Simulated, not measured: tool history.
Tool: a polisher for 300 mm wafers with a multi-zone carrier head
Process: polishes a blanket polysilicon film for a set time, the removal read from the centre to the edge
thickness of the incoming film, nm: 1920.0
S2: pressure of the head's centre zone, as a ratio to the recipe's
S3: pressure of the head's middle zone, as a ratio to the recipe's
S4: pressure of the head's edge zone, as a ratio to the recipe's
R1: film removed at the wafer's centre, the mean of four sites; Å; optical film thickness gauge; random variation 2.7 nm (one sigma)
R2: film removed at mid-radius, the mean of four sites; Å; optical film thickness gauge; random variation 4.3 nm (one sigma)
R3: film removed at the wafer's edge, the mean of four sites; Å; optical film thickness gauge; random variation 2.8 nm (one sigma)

Run 1, hour 0.0: flow of slurry (ml/min) 250, S2 1.00, S3 1.00, S4 1.00, polishing time (s) 50. Result: R1 3624.3 Å, R2 3778.8 Å, R3 3671.4 Å.
Run 2, hour 6.3: flow of slurry (ml/min) 245, S2 1.00, S3 0.97, S4 0.97, polishing time (s) 48. Result: R1 3522.9 Å, R2 3422.1 Å, R3 3451.3 Å.
Run 3, hour 11.0: flow of slurry (ml/min) 245, S2 1.00, S3 0.97, S4 0.94, polishing time (s) 48. Result: R1 3468.7 Å, R2 3338.4 Å, R3 3431.1 Å.
Run 4, hour 18.2: flow of slurry (ml/min) 240, S2 1.00, S3 0.98, S4 0.92, polishing time (s) 47. Result: R1 3432.5 Å, R2 3373.5 Å, R3 3285.4 Å.
Run 5, hour 26.3: flow of slurry (ml/min) 235, S2 0.99, S3 0.96, S4 0.90, polishing time (s) 47. Result: R1 3336.6 Å, R2 3344.1 Å, R3 3271.2 Å.
Run 6, hour 31.5: flow of slurry (ml/min) 235, S2 0.99, S3 0.96, S4 0.90, polishing time (s) 35. Result: R1 2551.9 Å, R2 2536.3 Å, R3 2479.8 Å.
Run 7, hour 40.5: flow of slurry (ml/min) 245, S2 1.01, S3 0.97, S4 0.95, polishing time (s) 36. Result: R1 2627.0 Å, R2 2567.1 Å, R3 2600.7 Å.

Forecast run 8:
Run 8, hour 47.6: flow of slurry (ml/min) 285, S2 1.11, S3 1.05, S4 1.05, polishing time (s) 42. Result: R1 ?, R2 ?, R3 ?.

{"run 8": {"R1": 3380.1, "R2": 3162.4, "R3": 3173.0}}
